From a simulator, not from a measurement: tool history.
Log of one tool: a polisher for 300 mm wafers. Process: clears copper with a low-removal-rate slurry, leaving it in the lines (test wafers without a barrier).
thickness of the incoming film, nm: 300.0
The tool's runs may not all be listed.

run,hour,flow of slurry (ml/min),pressure of the wafer on the pad (kPa),speed of the pad under the wafer (m/s),abrasive content of the slurry,overpolish time after the end point (s),time until the end point was called (s),dishing of a wide line in a test structure (Å)
1,0,190,15.2,0.94,1,27,171.25,315.14
2,8.8,190,14.5,0.94,1,26,179.39,290.8
3,15.8,190,14.5,0.94,0.9,26,184.79,296.78
4,23.5,190,13.8,0.94,0.9,25,187.44,270.9
5,29.9,190,13.1,0.94,0.9,24,194.52,251.96
6,35.3,220,13.1,0.94,0.9,24,192.32,249.18
7,36.9,220,12.4,0.94,0.9,24,196.6,243.75
8,41.7,215,11.7,0.94,0.9,23,206.99,218.31
9,48.1,215,11,0.94,0.9,23,215.76,221.22
10,50.7,215,11,0.94,0.9,22,218.09,209.85

Run 11 comes next. What will it give?
11,56.4,215,11,0.94,0.9,21,?,?

Run 11 gave time until the end point was called (s) 214, dishing of a wide line in a test structure (Å) 199.29.

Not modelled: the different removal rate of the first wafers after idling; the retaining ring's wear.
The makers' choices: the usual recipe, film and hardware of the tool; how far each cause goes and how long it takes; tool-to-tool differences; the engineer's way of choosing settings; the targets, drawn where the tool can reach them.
